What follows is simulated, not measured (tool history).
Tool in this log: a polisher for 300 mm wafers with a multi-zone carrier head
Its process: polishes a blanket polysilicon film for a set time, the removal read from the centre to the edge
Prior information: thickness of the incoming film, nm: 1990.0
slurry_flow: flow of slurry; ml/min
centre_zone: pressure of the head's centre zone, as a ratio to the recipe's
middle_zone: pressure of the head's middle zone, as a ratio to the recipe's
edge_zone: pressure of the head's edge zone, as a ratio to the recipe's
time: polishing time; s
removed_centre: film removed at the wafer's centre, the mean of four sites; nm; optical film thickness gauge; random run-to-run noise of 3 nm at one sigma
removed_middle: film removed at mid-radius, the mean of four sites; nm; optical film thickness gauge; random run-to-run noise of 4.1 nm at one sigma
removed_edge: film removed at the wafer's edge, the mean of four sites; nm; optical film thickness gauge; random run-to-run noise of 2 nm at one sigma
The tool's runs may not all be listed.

run,hour,slurry_flow,centre_zone,middle_zone,edge_zone,time,removed_centre,removed_middle,removed_edge
1,0.0,300,1.00,1.00,1.00,41,224.74,222.45,229.59
2,5.0,300,0.93,1.00,1.00,41,202.56,228.54,224.92
3,11.3,300,0.95,1.01,1.03,43,219.10,241.43,243.26
4,12.9,305,0.97,1.02,1.06,44,229.95,255.01,249.21
5,20.1,305,0.97,1.09,1.06,44,235.31,266.96,247.78
6,26.5,305,0.97,1.05,1.06,44,232.93,254.09,252.49
7,35.5,310,0.98,1.05,1.09,45,236.37,261.25,258.66
8,43.0,310,0.99,1.04,1.11,46,251.57,257.03,265.15

Run 9 is up next; what results do you expect?
9,46.1,310,0.98,1.04,1.12,47,?,?,?

Run 9 produced removed_centre 248.38 nm, removed_middle 270.13 nm, removed_edge 274.09 nm.
